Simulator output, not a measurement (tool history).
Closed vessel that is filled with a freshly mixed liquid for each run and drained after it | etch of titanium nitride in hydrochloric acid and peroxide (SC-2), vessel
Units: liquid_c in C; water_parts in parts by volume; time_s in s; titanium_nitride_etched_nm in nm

{"run": 1, "hour": 0.0, "liquid_c": 48, "water_parts": 6, "time_s": 1795, "titanium_nitride_etched_nm": 54.418}
{"run": 2, "hour": 4.5, "liquid_c": 54, "water_parts": 6, "time_s": 1795, "titanium_nitride_etched_nm": 82.364}
{"run": 3, "hour": 10.0, "liquid_c": 54, "water_parts": 7, "time_s": 1795, "titanium_nitride_etched_nm": 72.161}
{"run": 4, "hour": 14.8, "liquid_c": 54, "water_parts": 5.5, "time_s": 1795, "titanium_nitride_etched_nm": 87.925}
{"run": 5, "hour": 22.3, "liquid_c": 57, "water_parts": 5.5, "time_s": 1795, "titanium_nitride_etched_nm": 104.63}
{"run": 6, "hour": 27.6, "liquid_c": 54, "water_parts": 6, "time_s": 1795, "titanium_nitride_etched_nm": 81.567}

The next listed run, before its measurement:
{"hour": 31.3, "done": "new drum of peroxide connected"}
{"run": 7, "hour": 31.3, "liquid_c": 51, "water_parts": 6, "time_s": 1795, "titanium_nitride_etched_nm": "?"}

titanium_nitride_etched_nm: 70.868 nm
